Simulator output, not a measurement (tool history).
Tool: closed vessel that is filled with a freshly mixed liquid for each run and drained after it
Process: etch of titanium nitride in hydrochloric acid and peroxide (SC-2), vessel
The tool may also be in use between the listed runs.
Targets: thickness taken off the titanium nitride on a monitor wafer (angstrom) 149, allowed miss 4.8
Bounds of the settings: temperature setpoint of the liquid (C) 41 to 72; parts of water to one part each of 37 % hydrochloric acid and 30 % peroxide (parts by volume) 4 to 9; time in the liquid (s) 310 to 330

| run | hour | temperature setpoint of the liquid (C) | parts of water to one part each of 37 % hydrochloric acid and 30 % peroxide (parts by volume) | time in the liquid (s) | thickness taken off the titanium nitride on a monitor wafer (angstrom) |
|---|---|---|---|---|---|
| 1 | 0 | 57 | 5 | 310 | 348.53 |
| 2 | 2 | 52.5 | 5 | 310 | 259.89 |
| 3 | 9.6 | 49.5 | 5 | 310 | 216.23 |
| 4 | 10.4 | 53 | 5 | 310 | 267.68 |
| 5 | 15.4 | 53 | 4.5 | 310 | 289.96 |
| 6 | 20.9 | 53 | 4 | 310 | 314.59 |
| 7 | 28.2 | 45 | 4 | 310 | 182.85 |
| 8 | 36.2 | 44 | 4 | 310 | 169.61 |
| 9 | 37.5 | 43.5 | 4 | 310 | 169.27 |
| 10 | 38.6 | 43.5 | 4 | 310 | 167.81 |
| 11 | 41.1 | 43 | 4 | 310 | 159.83 |
| 12 | 44.6 | 42.5 | 4 | 310 | 153.75 |

Which of these 4 next moves meets every target?
| A | 48.1 | 42.5 | 4 | 315 | ? |
| B | 48.1 | 41.5 | 4 | 315 | ? |
| C | 48.1 | 44.5 | 4.5 | 310 | ? |
| D | 48.1 | 43.5 | 4 | 315 | ? |

| move | thickness taken off the titanium nitride on a monitor wafer (angstrom) |
|---|---|
| A | 157.19 |
| B | 146.71 |
| C | 163.71 |
| D | 168.34 |
A: further off than the last run
B: meets every target
C: further off than the last run
D: further off than the last run
Move B is the one to make.
